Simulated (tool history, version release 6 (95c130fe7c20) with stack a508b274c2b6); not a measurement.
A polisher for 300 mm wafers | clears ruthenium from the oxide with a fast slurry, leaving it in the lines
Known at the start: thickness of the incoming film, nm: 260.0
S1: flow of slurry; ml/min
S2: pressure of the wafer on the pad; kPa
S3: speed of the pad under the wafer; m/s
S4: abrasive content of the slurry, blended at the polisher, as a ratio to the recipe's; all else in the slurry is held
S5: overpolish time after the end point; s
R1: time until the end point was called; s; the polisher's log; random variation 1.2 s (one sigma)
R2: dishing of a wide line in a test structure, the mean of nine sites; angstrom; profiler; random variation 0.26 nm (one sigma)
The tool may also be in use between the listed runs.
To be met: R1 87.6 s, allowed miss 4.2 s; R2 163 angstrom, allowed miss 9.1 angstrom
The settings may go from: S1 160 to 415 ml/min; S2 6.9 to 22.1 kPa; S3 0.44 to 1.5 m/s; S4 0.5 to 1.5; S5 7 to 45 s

Run 1, hour 0: S1 265 ml/min, S2 14.5 kPa, S3 0.96 m/s, S4 1, S5 23 s. Result: R1 98.115 s, R2 451.74 angstrom.
Run 2, hour 0.6: S1 265 ml/min, S2 14.5 kPa, S3 0.96 m/s, S4 1, S5 14 s. Result: R1 94.404 s, R2 287.23 angstrom.
Run 3, hour 9.1: S1 265 ml/min, S2 14.5 kPa, S3 0.78 m/s, S4 1, S5 14 s. Result: R1 108.97 s, R2 258.44 angstrom.
Run 4, hour 13.1: S1 265 ml/min, S2 14.5 kPa, S3 0.78 m/s, S4 1, S5 13 s. Result: R1 108.87 s, R2 232.27 angstrom.
Run 5, hour 16: S1 325 ml/min, S2 14.5 kPa, S3 0.78 m/s, S4 1, S5 13 s. Result: R1 107.41 s, R2 243.55 angstrom.
Run 6, hour 17.5: S1 370 ml/min, S2 14.5 kPa, S3 0.78 m/s, S4 1, S5 13 s. Result: R1 106.12 s, R2 240.17 angstrom.
Run 7, hour 19.1: S1 415 ml/min, S2 15.2 kPa, S3 0.78 m/s, S4 1, S5 7 s. Result: R1 101.39 s, R2 144.09 angstrom.
Run 8, hour 20.9: S1 410 ml/min, S2 15.9 kPa, S3 0.78 m/s, S4 1, S5 7 s. Result: R1 97.988 s, R2 149.56 angstrom.
Run 9, hour 25.2: S1 405 ml/min, S2 15.9 kPa, S3 0.78 m/s, S4 1, S5 7 s. Result: R1 96.087 s, R2 146.99 angstrom.

5 next moves are on the table. One of them brings every result within its allowed miss. Which?
Run A, hour 29.5: S1 375 ml/min, S2 15.9 kPa, S3 0.74 m/s, S4 0.9, S5 7 s. Result: R1 ?, R2 ?.
Run B, hour 29.5: S1 415 ml/min, S2 13.1 kPa, S3 1 m/s, S4 0.85, S5 8 s. Result: R1 ?, R2 ?.
Run C, hour 29.5: S1 380 ml/min, S2 20.7 kPa, S3 0.66 m/s, S4 0.85, S5 7 s. Result: R1 ?, R2 ?.
Run D, hour 29.5: S1 380 ml/min, S2 14.5 kPa, S3 0.78 m/s, S4 1, S5 7 s. Result: R1 ?, R2 ?.
Run E, hour 29.5: S1 385 ml/min, S2 14.5 kPa, S3 0.72 m/s, S4 1.1, S5 9 s. Result: R1 ?, R2 ?.

move      R1      R2
   A  104.47  140.57
   B  105.51  158.14
   C  88.701  164.26
   D   105.1  139.76
   E  105.85  176.27
A: further off than the last run
B: further off than the last run
C: meets every target
D: further off than the last run
E: further off than the last run
Answer: C

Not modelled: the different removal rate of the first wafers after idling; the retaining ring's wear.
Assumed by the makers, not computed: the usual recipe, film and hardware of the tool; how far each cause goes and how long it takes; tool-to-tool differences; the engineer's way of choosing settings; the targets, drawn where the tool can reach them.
